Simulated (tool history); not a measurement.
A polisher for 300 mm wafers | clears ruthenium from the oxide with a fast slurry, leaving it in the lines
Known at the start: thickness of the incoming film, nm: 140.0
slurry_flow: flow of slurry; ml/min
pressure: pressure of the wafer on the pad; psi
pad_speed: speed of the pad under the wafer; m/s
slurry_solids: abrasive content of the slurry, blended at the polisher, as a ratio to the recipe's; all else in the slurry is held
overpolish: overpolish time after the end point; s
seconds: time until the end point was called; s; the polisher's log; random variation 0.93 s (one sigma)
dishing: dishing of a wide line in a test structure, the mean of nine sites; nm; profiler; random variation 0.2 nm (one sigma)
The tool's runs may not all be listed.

Run 1, hour 0: slurry_flow 205 ml/min, pressure 2.4 psi, pad_speed 1.2 m/s, slurry_solids 1, overpolish 13 s. Result: seconds 35.441 s, dishing 43.159 nm.
Run 2, hour 2.8: slurry_flow 205 ml/min, pressure 2.4 psi, pad_speed 1.2 m/s, slurry_solids 0.8, overpolish 13 s. Result: seconds 39.133 s, dishing 38.344 nm.
Run 3, hour 7.7: slurry_flow 205 ml/min, pressure 2.4 psi, pad_speed 1.02 m/s, slurry_solids 0.8, overpolish 13 s. Result: seconds 45.251 s, dishing 33.033 nm.
Run 4, hour 11.4: slurry_flow 215 ml/min, pressure 2.5 psi, pad_speed 0.9 m/s, slurry_solids 0.7, overpolish 11 s. Result: seconds 52.044 s, dishing 24.188 nm.
Run 5, hour 20: slurry_flow 240 ml/min, pressure 2.6 psi, pad_speed 0.8 m/s, slurry_solids 0.65, overpolish 9 s. Result: seconds 57.067 s, dishing 18.912 nm.
Run 6, hour 24.6: slurry_flow 240 ml/min, pressure 2.6 psi, pad_speed 0.8 m/s, slurry_solids 0.55, overpolish 9 s. Result: seconds 62.742 s, dishing 17.344 nm.
Run 7, hour 28.3: slurry_flow 260 ml/min, pressure 2.7 psi, pad_speed 0.74 m/s, slurry_solids 0.55, overpolish 8 s. Result: seconds 65.743 s, dishing 14.286 nm.
Run 8, hour 32.9: slurry_flow 260 ml/min, pressure 2.7 psi, pad_speed 0.74 m/s, slurry_solids 0.55, overpolish 8 s. Result: seconds 64.365 s, dishing 14.566 nm.
Run 9, hour 39.6: slurry_flow 275 ml/min, pressure 2.9 psi, pad_speed 0.68 m/s, slurry_solids 0.55, overpolish 7 s. Result: seconds 68.003 s, dishing 12.792 nm.
Run 10, hour 44: slurry_flow 285 ml/min, pressure 3.1 psi, pad_speed 0.66 m/s, slurry_solids 0.55, overpolish 6 s. Result: seconds 64.289 s, dishing 12.009 nm.
Run 11, hour 45.7: slurry_flow 285 ml/min, pressure 3.1 psi, pad_speed 0.66 m/s, slurry_solids 0.55, overpolish 6 s. Result: seconds 62.818 s, dishing 11.269 nm.
Run 12, hour 52.6: slurry_flow 295 ml/min, pressure 3.2 psi, pad_speed 0.62 m/s, slurry_solids 0.55, overpolish 5 s. Result: seconds 66.706 s, dishing 9.5559 nm.
Run 13, hour 56.4: slurry_flow 300 ml/min, pressure 3.3 psi, pad_speed 0.6 m/s, slurry_solids 0.55, overpolish 5 s. Result: seconds 65.11 s, dishing 9.3916 nm.

Forecast run 14:
Run 14, hour 63.7: slurry_flow 300 ml/min, pressure 3.3 psi, pad_speed 0.6 m/s, slurry_solids 0.55, overpolish 5 s. Result: seconds ?, dishing ?.

seconds: 64.56 s
dishing: 9.427 nm
